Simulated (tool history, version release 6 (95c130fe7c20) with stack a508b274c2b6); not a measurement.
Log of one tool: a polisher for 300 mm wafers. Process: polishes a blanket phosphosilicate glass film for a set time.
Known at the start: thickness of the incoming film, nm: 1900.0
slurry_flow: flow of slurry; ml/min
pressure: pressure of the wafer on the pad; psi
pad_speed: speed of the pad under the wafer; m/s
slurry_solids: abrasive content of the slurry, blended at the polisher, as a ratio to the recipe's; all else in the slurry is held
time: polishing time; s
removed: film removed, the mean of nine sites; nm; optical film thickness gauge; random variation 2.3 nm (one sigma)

Run 1, day 0.000: slurry_flow 260 ml/min, pressure 3.2 psi, pad_speed 1.28 m/s, slurry_solids 1.0, time 20 s. Result: removed 224.33 nm.
Run 2, day 0.171: slurry_flow 260 ml/min, pressure 3.0 psi, pad_speed 1.28 m/s, slurry_solids 1.0, time 20 s. Result: removed 207.24 nm.
Run 3, day 0.254: slurry_flow 260 ml/min, pressure 2.9 psi, pad_speed 1.28 m/s, slurry_solids 1.0, time 20 s. Result: removed 210.11 nm.
Run 4, day 0.629: slurry_flow 260 ml/min, pressure 2.7 psi, pad_speed 1.26 m/s, slurry_solids 1.0, time 20 s. Result: removed 194.69 nm.
Run 5, day 0.871: slurry_flow 260 ml/min, pressure 2.6 psi, pad_speed 1.26 m/s, slurry_solids 1.0, time 20 s. Result: removed 192.74 nm.
Run 6, day 0.962: slurry_flow 260 ml/min, pressure 2.5 psi, pad_speed 1.26 m/s, slurry_solids 1.0, time 20 s. Result: removed 185.22 nm.
Run 7, day 1.196: slurry_flow 260 ml/min, pressure 2.4 psi, pad_speed 1.26 m/s, slurry_solids 1.0, time 20 s. Result: removed 180.88 nm.

Run 8 comes next. What will it give?
Run 8, day 1.296: slurry_flow 260 ml/min, pressure 2.3 psi, pad_speed 1.26 m/s, slurry_solids 1.0, time 20 s. Result: removed ?.

{"run 8": {"removed": 171.56}}
